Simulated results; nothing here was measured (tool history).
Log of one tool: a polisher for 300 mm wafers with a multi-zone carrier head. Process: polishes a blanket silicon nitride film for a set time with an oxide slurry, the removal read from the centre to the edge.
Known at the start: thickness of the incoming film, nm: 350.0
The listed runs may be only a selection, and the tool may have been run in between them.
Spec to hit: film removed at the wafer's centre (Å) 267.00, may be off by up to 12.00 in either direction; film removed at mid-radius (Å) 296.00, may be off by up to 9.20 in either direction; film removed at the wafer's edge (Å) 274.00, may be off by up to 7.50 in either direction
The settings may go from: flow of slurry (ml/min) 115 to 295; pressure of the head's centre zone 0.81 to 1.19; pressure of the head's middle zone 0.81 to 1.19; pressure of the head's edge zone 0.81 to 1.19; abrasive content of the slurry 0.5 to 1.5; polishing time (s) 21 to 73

run	day	flow of slurry (ml/min)	pressure of the head's centre zone	pressure of the head's middle zone	pressure of the head's edge zone	abrasive content of the slurry	polishing time (s)	film removed at the wafer's centre (Å)	film removed at mid-radius (Å)	film removed at the wafer's edge (Å)
1	0.000	190	1.00	1.00	1.00	1.0	47	383.56	370.97	379.97
2	0.021	155	1.00	1.00	1.00	1.0	47	361.76	360.50	367.29
3	0.362	155	1.00	1.00	1.00	1.0	36	278.15	275.64	285.57
4	0.550	155	1.00	1.00	1.00	1.1	36	295.28	285.75	292.34
5	0.846	155	1.00	1.04	1.00	1.1	36	293.80	296.75	291.71
6	1.217	155	1.00	1.04	1.04	1.1	36	287.40	297.99	302.09
7	1.417	150	0.99	1.05	1.02	1.1	36	275.76	297.16	292.39
8	1.758	145	0.99	1.06	1.01	1.1	36	285.75	304.13	292.82
9	2.117	140	0.98	1.06	1.00	1.1	36	280.16	293.55	287.20
10	2.196	135	0.98	1.07	1.00	1.1	36	279.24	297.03	290.47
11	2.325	135	0.97	1.08	0.99	1.1	36	270.58	297.90	285.46
12	2.533	130	0.97	1.08	0.98	1.1	36	273.21	294.94	283.57
13	2.808	130	0.97	1.09	0.97	1.1	36	269.39	300.38	284.86

Next run, 4 choices. One meets every target within its allowed miss, the rest don't. Which?
A	3.083	120	0.98	1.09	1.02	0.9	40	?	?	?
B	3.083	150	0.95	1.08	0.91	1.2	36	?	?	?
C	3.083	130	0.98	1.10	0.94	1.2	34	?	?	?
D	3.083	140	0.95	1.07	1.08	1.1	36	?	?	?

move	film removed at the wafer's centre (Å)	film removed at mid-radius (Å)	film removed at the wafer's edge (Å)
A	269.71	300.45	287.78
B	282.73	320.24	288.84
C	265.93	297.72	270.69
D	268.26	301.99	298.87
A: further off than the last run
B: further off than the last run
C: hits every target within its allowed miss
D: further off than the last run
The move that meets every target is C.

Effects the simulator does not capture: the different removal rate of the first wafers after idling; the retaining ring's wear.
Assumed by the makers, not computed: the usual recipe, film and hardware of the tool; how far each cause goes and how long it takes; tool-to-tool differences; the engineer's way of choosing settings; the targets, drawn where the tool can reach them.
